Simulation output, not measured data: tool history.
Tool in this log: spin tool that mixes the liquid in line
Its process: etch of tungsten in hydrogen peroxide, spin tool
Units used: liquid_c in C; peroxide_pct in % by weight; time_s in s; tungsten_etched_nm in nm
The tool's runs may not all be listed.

{"run": 1, "hour": 0.0, "liquid_c": 57, "peroxide_pct": 26, "time_s": 55, "tungsten_etched_nm": 145.86}
{"run": 2, "hour": 1.4, "liquid_c": 53.5, "peroxide_pct": 26, "time_s": 55, "tungsten_etched_nm": 119.48}
{"run": 3, "hour": 2.7, "liquid_c": 50.5, "peroxide_pct": 26, "time_s": 55, "tungsten_etched_nm": 97.444}
{"run": 4, "hour": 10.6, "liquid_c": 50.5, "peroxide_pct": 26, "time_s": 55, "tungsten_etched_nm": 99.108}
{"run": 5, "hour": 19.5, "liquid_c": 48.5, "peroxide_pct": 26, "time_s": 55, "tungsten_etched_nm": 86.892}
{"run": 6, "hour": 22.8, "liquid_c": 48.5, "peroxide_pct": 30, "time_s": 55, "tungsten_etched_nm": 93.678}
{"run": 7, "hour": 31.3, "liquid_c": 47, "peroxide_pct": 30, "time_s": 55, "tungsten_etched_nm": 84.943}
{"run": 8, "hour": 40.2, "liquid_c": 46, "peroxide_pct": 30, "time_s": 55, "tungsten_etched_nm": 80.778}
{"run": 9, "hour": 43.3, "liquid_c": 45, "peroxide_pct": 30, "time_s": 55, "tungsten_etched_nm": 76.861}
{"run": 10, "hour": 46.2, "liquid_c": 42.5, "peroxide_pct": 30, "time_s": 55, "tungsten_etched_nm": 64.086}

For run 11, what comes out?
{"run": 11, "hour": 48.0, "liquid_c": 43, "peroxide_pct": 30, "time_s": 55, "tungsten_etched_nm": "?"}

Run 11 gave tungsten_etched_nm 66.832 nm.
